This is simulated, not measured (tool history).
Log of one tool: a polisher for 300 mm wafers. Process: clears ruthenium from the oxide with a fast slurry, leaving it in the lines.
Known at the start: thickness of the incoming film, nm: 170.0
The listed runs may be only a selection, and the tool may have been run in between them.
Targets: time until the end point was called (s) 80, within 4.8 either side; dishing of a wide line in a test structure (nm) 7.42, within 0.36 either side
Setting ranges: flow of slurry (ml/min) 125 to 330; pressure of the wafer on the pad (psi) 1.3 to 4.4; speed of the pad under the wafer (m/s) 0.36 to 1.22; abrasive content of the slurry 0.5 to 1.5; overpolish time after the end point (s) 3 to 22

run,day,flow of slurry (ml/min),pressure of the wafer on the pad (psi),speed of the pad under the wafer (m/s),abrasive content of the slurry,overpolish time after the end point (s),time until the end point was called (s),dishing of a wide line in a test structure (nm)
1,0,210,2.8,0.78,1,11,47.341,27.461
2,0.029,210,2.6,0.68,1,9,58.895,20.273
3,0.112,210,2.6,0.68,0.85,9,63.524,18.901
4,0.175,230,2.6,0.64,0.75,7,69.969,13.976
5,0.362,255,2.6,0.62,0.7,6,71.818,11.453
6,0.504,255,2.6,0.76,0.7,6,60.609,13.719
7,0.758,315,1.8,0.54,0.95,3,100.16,4.4477
# day 0.996: slurry nozzle cleaned
8,0.996,290,1.9,0.54,1,3,91.528,4.9386
9,1.033,260,2,0.54,1,3,90.248,5.1548
10,1.329,255,2.1,0.54,0.95,3,86.988,5.1351
11,1.508,255,2.2,0.54,0.9,3,84.134,5.3375
12,1.762,255,2.3,0.56,0.85,3,80.01,5.5392
13,2.083,255,2.3,0.58,0.8,3,80.184,5.6544
14,2.171,240,2.5,0.6,0.65,7,79.447,12.033
15,2.529,245,2.4,0.6,0.75,7,80.131,12.826
16,2.633,245,2.3,0.58,0.9,7,74.427,12.912
17,2.738,240,1.5,0.36,1.15,3,162.69,2.8231
18,2.842,230,1.9,0.36,1.1,3,128.9,3.4286
19,3.2,230,1.9,0.36,1.1,3,133.31,3.5129
20,3.238,225,2.2,0.36,1.05,3,116.26,3.8606
21,3.417,215,2.5,0.36,1,3,104.47,4.2038
22,3.638,205,2.7,0.38,0.95,3,96.394,4.6312
23,3.762,200,2.9,0.38,0.9,3,94.801,4.9852

Which one of the following 4 next-run settings gets every result inside its allowed miss? There is exactly one.
A,3.888,155,2.1,0.5,1.1,4,?,?
B,3.888,195,2.7,0.36,0.75,8,?,?
C,3.888,190,2.5,0.44,1,4,?,?
D,3.888,220,2.6,0.46,1.05,4,?,?

move,time until the end point was called (s),dishing of a wide line in a test structure (nm)
A,93.565,6.3088
B,114.64,9.9542
C,89.744,6.5623
D,79.416,7.3617
A: moves toward the targets from the last run without getting all of them in spec
B: takes the result that was furthest off past its target
C: moves toward the targets from the last run without getting all of them in spec
D: in spec on every target
Go with D: it meets all targets.
